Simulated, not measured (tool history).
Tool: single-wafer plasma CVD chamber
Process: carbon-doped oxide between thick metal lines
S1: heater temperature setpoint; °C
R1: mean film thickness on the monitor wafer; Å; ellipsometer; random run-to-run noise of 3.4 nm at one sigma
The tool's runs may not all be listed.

{"run": 1, "day": 0.0, "S1": 365, "chamber pressure (Pa)": 687, "RF power (W)": 500, "deposition time (s)": 154, "R1": 7654.1}
{"run": 2, "day": 0.133, "S1": 367, "chamber pressure (Pa)": 637, "RF power (W)": 460, "deposition time (s)": 154, "R1": 7105.1}
{"run": 3, "day": 0.183, "S1": 367, "chamber pressure (Pa)": 532, "RF power (W)": 460, "deposition time (s)": 154, "R1": 6970.2}
{"run": 4, "day": 0.258, "S1": 362, "chamber pressure (Pa)": 532, "RF power (W)": 460, "deposition time (s)": 154, "R1": 7015.3}
{"run": 5, "day": 0.467, "S1": 362, "chamber pressure (Pa)": 532, "RF power (W)": 460, "deposition time (s)": 159, "R1": 7253.9}
{"run": 6, "day": 0.588, "S1": 362, "chamber pressure (Pa)": 511, "RF power (W)": 430, "deposition time (s)": 158, "R1": 6716.7}

For run 7, what comes out?
{"run": 7, "day": 0.642, "S1": 362, "chamber pressure (Pa)": 504, "RF power (W)": 415, "deposition time (s)": 158, "R1": "?"}

{"run 7": {"R1": 6461.3}}

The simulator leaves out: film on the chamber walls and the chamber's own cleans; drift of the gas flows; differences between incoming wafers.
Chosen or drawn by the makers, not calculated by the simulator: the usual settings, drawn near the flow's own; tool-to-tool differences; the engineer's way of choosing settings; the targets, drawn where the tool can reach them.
